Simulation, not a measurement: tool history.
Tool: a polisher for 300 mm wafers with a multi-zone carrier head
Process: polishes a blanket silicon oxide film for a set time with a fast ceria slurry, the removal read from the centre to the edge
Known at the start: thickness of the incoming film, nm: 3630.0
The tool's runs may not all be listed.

run,hour,flow of slurry (ml/min),pressure of the head's centre zone,pressure of the head's middle zone,pressure of the head's edge zone,polishing time (s),film removed at the wafer's centre (Å),film removed at mid-radius (Å),film removed at the wafer's edge (Å)
1,0,305,1,1,1,55,5101.5,4956.3,5162
2,4.2,300,1,0.98,1,55,5060.1,4922.1,4982.8
3,5.1,300,1,0.94,1,55,5123.4,4708.5,5120.1
4,12.2,300,1,0.94,1,67,6096.5,5753.9,6184.9
5,14.3,300,1,0.94,0.93,67,6203.1,5813.5,5846.1
6,19,300,1,0.94,0.93,55,5061,4773.8,4976.8
7,24.3,295,1,0.93,0.93,55,5093.1,4740.8,4915
8,33.2,295,1,0.92,0.94,55,5032.9,4726.9,4896.2
9,34.6,295,1,0.9,0.95,55,5001.9,4599,4887.1
10,36.2,295,1,0.89,0.96,55,5190.8,4474.3,5084.6

Forecast run 11:
11,39.5,290,0.99,0.89,0.96,55,?,?,?

{"run 11": {"film removed at the wafer's centre (Å)": 4978.2, "film removed at mid-radius (Å)": 4559.3, "film removed at the wafer's edge (Å)": 5029.1}}

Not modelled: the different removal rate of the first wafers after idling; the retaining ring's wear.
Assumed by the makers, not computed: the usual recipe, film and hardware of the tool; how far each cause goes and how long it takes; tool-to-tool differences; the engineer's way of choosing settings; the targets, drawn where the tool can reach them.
